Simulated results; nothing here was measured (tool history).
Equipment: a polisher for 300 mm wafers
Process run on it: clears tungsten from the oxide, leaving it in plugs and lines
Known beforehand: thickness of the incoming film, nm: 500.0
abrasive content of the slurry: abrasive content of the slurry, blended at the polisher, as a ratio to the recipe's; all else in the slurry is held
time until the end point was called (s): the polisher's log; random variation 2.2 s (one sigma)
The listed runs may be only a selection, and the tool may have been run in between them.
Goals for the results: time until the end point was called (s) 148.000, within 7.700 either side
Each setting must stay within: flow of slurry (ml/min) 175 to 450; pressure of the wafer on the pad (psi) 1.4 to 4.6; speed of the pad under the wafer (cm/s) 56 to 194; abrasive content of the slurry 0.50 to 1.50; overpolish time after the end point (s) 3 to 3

run	day	flow of slurry (ml/min)	pressure of the wafer on the pad (psi)	speed of the pad under the wafer (cm/s)	abrasive content of the slurry	overpolish time after the end point (s)	time until the end point was called (s)
1	0.000	290	3.0	124	1.00	3	101.300
2	0.162	290	3.3	124	1.00	3	99.925
3	0.250	290	3.3	124	0.85	3	97.003
4	0.321	290	3.6	124	0.85	3	92.234
# day 0.558: head pressure recalibrated
5	0.558	290	3.6	108	0.85	3	112.460
6	0.725	290	4.1	108	0.85	3	99.472
7	0.888	290	3.8	106	0.85	3	108.450
8	1.221	290	3.6	104	0.85	3	117.740
9	1.596	290	3.5	104	0.85	3	121.390

Consider the 5 candidate settings below. Which is the only one whose results all fall within their allowed miss of target?
A	1.971	285	2.9	84	0.90	3	?
B	1.971	315	3.3	76	1.05	3	?
C	1.971	280	3.3	102	0.95	3	?
D	1.971	250	3.6	82	0.80	3	?
E	1.971	300	4.0	68	0.65	3	?

move	time until the end point was called (s)
A	171.710
B	163.990
C	127.880
D	150.120
E	164.450
A: takes the biggest miss from the last run beyond its target
B: takes the biggest miss from the last run beyond its target
C: better than the last run, though not everything is in spec
D: all results in spec
E: takes the biggest miss from the last run beyond its target
The move that meets every target is D.
